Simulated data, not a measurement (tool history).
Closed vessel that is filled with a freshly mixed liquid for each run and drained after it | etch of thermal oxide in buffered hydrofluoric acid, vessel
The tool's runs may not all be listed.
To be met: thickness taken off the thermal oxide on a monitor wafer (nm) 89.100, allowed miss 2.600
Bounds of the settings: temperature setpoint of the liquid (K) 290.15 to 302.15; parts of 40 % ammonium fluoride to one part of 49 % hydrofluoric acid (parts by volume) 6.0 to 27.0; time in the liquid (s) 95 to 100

run	day	temperature setpoint of the liquid (K)	parts of 40 % ammonium fluoride to one part of 49 % hydrofluoric acid (parts by volume)	time in the liquid (s)	thickness taken off the thermal oxide on a monitor wafer (nm)
1	0.000	294.15	16.5	95	67.885
2	0.104	290.65	16.5	95	55.969
3	0.367	292.65	16.5	95	62.953
4	0.588	292.65	19.5	95	52.974
5	0.758	292.65	19.5	95	53.319
6	0.962	296.15	19.5	95	64.803
7	1.021	297.65	19.5	95	69.938
8	1.333	298.65	19.5	95	74.092
9	1.446	299.65	19.5	95	77.597
10	1.775	300.15	19.5	95	79.199

4 next moves are on the table. One of them brings every result within its allowed miss. Which?
A	2.104	299.65	17.0	95	?
B	2.104	298.65	20.0	95	?
C	2.104	302.15	23.5	100	?
D	2.104	299.15	21.0	95	?

move	thickness taken off the thermal oxide on a monitor wafer (nm)
A	88.573
B	71.503
C	81.326
D	71.046
A: meets every target
B: further off than the last run
C: nearer than the last run, and not there yet
D: further off than the last run
Move A is the one to make.
